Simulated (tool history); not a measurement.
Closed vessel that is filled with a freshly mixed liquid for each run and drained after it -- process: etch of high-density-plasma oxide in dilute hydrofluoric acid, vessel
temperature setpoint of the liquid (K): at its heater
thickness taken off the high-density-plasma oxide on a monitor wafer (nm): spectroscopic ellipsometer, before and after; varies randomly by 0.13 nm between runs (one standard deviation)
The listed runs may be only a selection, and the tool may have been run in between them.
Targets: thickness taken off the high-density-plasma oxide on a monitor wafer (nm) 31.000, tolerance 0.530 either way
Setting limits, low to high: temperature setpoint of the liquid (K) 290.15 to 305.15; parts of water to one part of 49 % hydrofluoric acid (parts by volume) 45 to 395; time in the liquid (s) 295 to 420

run,day,temperature setpoint of the liquid (K),parts of water to one part of 49 % hydrofluoric acid (parts by volume),time in the liquid (s),thickness taken off the high-density-plasma oxide on a monitor wafer (nm)
1,0.000,297.15,220,420,14.181
2,0.046,297.15,220,420,14.286
3,0.346,297.15,160,420,21.050
4,0.379,299.15,155,420,23.648
5,0.571,300.65,155,420,24.754
6,0.788,300.65,155,295,17.421
7,0.975,300.65,130,295,21.523
8,1.271,301.65,115,295,25.653
9,1.329,302.65,110,295,27.853

Which single option among these 4 for the next run brings every result within its allowed miss of target? Just one does.
A,1.388,299.15,90,295,?
B,1.388,304.65,115,310,?
C,1.388,303.15,130,295,?
D,1.388,301.65,120,300,?

move,thickness taken off the high-density-plasma oxide on a monitor wafer (nm)
A,30.699
B,29.953
C,23.360
D,24.704
A: all results land within tolerance of their targets
B: nearer the targets than the last run, but a result is still out of spec
C: its largest miss is bigger than the last run's
D: its largest miss is bigger than the last run's
Correct choice: A, which meets every target
